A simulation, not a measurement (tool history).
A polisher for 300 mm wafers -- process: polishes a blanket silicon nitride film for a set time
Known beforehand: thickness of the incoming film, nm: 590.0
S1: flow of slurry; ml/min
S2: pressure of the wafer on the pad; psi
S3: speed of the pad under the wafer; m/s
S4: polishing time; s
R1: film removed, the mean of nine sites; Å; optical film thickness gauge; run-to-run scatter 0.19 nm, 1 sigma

run,hour,S1,S2,S3,S4,R1
1,0.0,140,2.7,1.20,24,360.59
2,2.7,140,2.7,1.20,24,358.98
3,4.6,130,2.5,1.20,24,332.15
4,13.0,125,2.4,1.20,24,315.45
5,15.1,120,2.3,1.20,24,302.20
6,22.7,120,2.3,1.20,24,298.30
7,30.7,115,2.3,1.20,24,299.99

Run 8, settings as shown, results not yet in. Your forecast:
8,31.3,110,2.3,1.20,24,?

R1: 299.60 Å
